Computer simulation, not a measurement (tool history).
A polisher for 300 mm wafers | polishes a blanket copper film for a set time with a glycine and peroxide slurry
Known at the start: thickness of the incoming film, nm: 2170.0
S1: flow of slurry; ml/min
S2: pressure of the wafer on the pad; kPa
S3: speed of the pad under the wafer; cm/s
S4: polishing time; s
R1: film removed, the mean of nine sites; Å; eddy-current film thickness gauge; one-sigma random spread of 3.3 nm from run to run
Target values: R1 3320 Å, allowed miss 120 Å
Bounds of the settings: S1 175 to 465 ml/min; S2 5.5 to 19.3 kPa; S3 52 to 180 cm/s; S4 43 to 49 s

Run 1, day 0: S1 295 ml/min, S2 12.4 kPa, S3 116 cm/s, S4 49 s. Result: R1 2461.5 Å.
Run 2, day 0.112: S1 350 ml/min, S2 12.4 kPa, S3 116 cm/s, S4 49 s. Result: R1 2433.1 Å.
Run 3, day 0.375: S1 350 ml/min, S2 13.1 kPa, S3 116 cm/s, S4 49 s. Result: R1 2514.6 Å.
Run 4, day 0.508: S1 410 ml/min, S2 13.1 kPa, S3 116 cm/s, S4 49 s. Result: R1 2582.1 Å.
Run 5, day 0.679: S1 410 ml/min, S2 13.8 kPa, S3 116 cm/s, S4 49 s. Result: R1 2650.2 Å.
Run 6, day 0.946: S1 410 ml/min, S2 14.5 kPa, S3 116 cm/s, S4 49 s. Result: R1 2752.8 Å.
Run 7, day 1.125: S1 410 ml/min, S2 15.2 kPa, S3 116 cm/s, S4 49 s. Result: R1 2808.6 Å.
Run 8, day 1.258: S1 410 ml/min, S2 15.9 kPa, S3 116 cm/s, S4 49 s. Result: R1 2884.9 Å.
Run 9, day 1.533: S1 410 ml/min, S2 16.5 kPa, S3 116 cm/s, S4 49 s. Result: R1 2985.9 Å.

Of the 5 settings listed for the next run, only one would bring every result within its allowed miss of target. Which one?
Run A, day 1.808: S1 440 ml/min, S2 19.3 kPa, S3 90 cm/s, S4 49 s. Result: R1 ?.
Run B, day 1.808: S1 410 ml/min, S2 17.2 kPa, S3 114 cm/s, S4 44 s. Result: R1 ?.
Run C, day 1.808: S1 420 ml/min, S2 16.5 kPa, S3 128 cm/s, S4 49 s. Result: R1 ?.
Run D, day 1.808: S1 465 ml/min, S2 14.5 kPa, S3 122 cm/s, S4 43 s. Result: R1 ?.
Run E, day 1.808: S1 370 ml/min, S2 16.5 kPa, S3 112 cm/s, S4 44 s. Result: R1 ?.

move      R1
   A  2752.7
   B  2749.2
   C  3274.4
   D  2522.5
   E  2617.2
A: moves away from the targets compared with the last run
B: moves away from the targets compared with the last run
C: each result inside its tolerance
D: moves away from the targets compared with the last run
E: moves away from the targets compared with the last run
The right move is C.
